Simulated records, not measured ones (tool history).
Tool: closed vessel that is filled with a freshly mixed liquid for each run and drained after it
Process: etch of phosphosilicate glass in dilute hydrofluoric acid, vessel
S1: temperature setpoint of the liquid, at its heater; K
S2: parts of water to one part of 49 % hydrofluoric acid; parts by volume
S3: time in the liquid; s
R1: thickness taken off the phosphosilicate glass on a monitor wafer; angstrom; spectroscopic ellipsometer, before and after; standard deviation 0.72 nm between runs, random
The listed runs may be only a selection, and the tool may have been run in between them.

run	hour	S1	S2	S3	R1
1	0.0	294.15	295	85	247.89
2	4.9	294.15	295	85	248.61
3	10.4	295.65	260	85	300.90
4	15.9	295.65	190	85	438.88
5	24.5	295.65	255	85	316.82
6	27.8	295.65	190	85	444.91
7	32.4	296.65	175	85	508.79
8	38.0	296.65	175	85	514.09
9	46.0	297.65	170	85	546.77
10	54.4	298.65	165	85	594.83
11	60.9	299.15	165	85	607.58
12	62.7	299.65	165	85	605.68
13	67.2	300.15	160	85	639.59
14	70.6	300.65	155	85	673.10
15	75.3	301.15	155	85	687.50
16	80.9	302.15	140	85	819.52
17	84.1	301.65	140	85	802.71

Estimate the outcome of run 18 from the log above:
18	89.3	299.65	145	85	?

R1: 699.13 angstrom

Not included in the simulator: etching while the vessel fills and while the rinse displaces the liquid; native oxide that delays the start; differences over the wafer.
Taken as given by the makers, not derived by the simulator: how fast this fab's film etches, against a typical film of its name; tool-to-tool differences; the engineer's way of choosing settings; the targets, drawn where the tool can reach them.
